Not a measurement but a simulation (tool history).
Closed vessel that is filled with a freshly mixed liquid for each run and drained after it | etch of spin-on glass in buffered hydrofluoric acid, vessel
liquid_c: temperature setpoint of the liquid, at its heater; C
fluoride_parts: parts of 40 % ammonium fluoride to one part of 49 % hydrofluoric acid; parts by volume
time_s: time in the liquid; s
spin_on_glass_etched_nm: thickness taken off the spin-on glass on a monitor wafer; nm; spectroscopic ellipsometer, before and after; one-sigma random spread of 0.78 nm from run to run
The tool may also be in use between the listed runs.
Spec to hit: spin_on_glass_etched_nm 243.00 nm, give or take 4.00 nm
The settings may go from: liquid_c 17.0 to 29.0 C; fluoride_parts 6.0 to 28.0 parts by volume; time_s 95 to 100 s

Run 1, day 0.000: liquid_c 21.0 C, fluoride_parts 17.0 parts by volume, time_s 95 s. Result: spin_on_glass_etched_nm 215.03 nm.
Run 2, day 0.108: liquid_c 21.5 C, fluoride_parts 17.0 parts by volume, time_s 95 s. Result: spin_on_glass_etched_nm 221.72 nm.
Run 3, day 0.421: liquid_c 21.5 C, fluoride_parts 17.0 parts by volume, time_s 95 s. Result: spin_on_glass_etched_nm 221.90 nm.
Run 4, day 0.521: liquid_c 22.0 C, fluoride_parts 17.0 parts by volume, time_s 95 s. Result: spin_on_glass_etched_nm 229.10 nm.
Run 5, day 0.588: liquid_c 22.0 C, fluoride_parts 12.0 parts by volume, time_s 95 s. Result: spin_on_glass_etched_nm 322.02 nm.
Run 6, day 0.929: liquid_c 22.0 C, fluoride_parts 12.0 parts by volume, time_s 100 s. Result: spin_on_glass_etched_nm 337.27 nm.
Run 7, day 1.196: liquid_c 21.0 C, fluoride_parts 12.0 parts by volume, time_s 100 s. Result: spin_on_glass_etched_nm 317.36 nm.
Run 8, day 1.396: liquid_c 17.0 C, fluoride_parts 13.0 parts by volume, time_s 100 s. Result: spin_on_glass_etched_nm 237.18 nm.

Exactly one of the 4 candidate moves below puts every result within its allowed miss. Which one?
Run A, day 1.596: liquid_c 18.5 C, fluoride_parts 13.0 parts by volume, time_s 95 s. Result: spin_on_glass_etched_nm ?.
Run B, day 1.596: liquid_c 18.0 C, fluoride_parts 13.0 parts by volume, time_s 100 s. Result: spin_on_glass_etched_nm ?.
Run C, day 1.596: liquid_c 17.0 C, fluoride_parts 11.5 parts by volume, time_s 95 s. Result: spin_on_glass_etched_nm ?.
Run D, day 1.596: liquid_c 17.5 C, fluoride_parts 12.5 parts by volume, time_s 100 s. Result: spin_on_glass_etched_nm ?.

move  spin_on_glass_etched_nm
   A                   243.62
   B                   249.28
   C                   252.23
   D                   251.79
A: each result inside its tolerance
B: takes the biggest miss from the last run beyond its target
C: takes the biggest miss from the last run beyond its target
D: takes the biggest miss from the last run beyond its target
Answer: A

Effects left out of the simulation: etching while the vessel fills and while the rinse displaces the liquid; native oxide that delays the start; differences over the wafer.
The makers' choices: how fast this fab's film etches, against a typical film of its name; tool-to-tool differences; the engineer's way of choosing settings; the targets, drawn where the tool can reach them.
